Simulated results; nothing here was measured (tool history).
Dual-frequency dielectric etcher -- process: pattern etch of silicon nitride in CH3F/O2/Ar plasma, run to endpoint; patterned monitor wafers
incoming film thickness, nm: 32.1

run  hour  source power (kW)  bias power (kW)  endpoint time (s)
  1     0               0.53            0.082             38.703
  2     1               0.61            0.082             37.199
  3   9.5               0.61            0.075             37.881
  4  18.3               0.58            0.075             38.765
  5    22               0.52            0.075             40.769
  6  28.7               0.52            0.085             38.815
  7  37.7               0.47             0.08             41.734
  8  44.3               0.47             0.08             41.382

Run 9 comes next. What will it give?
  9  46.4               0.37            0.068                  ?

Run 9 came out at endpoint time (s) 48.69.
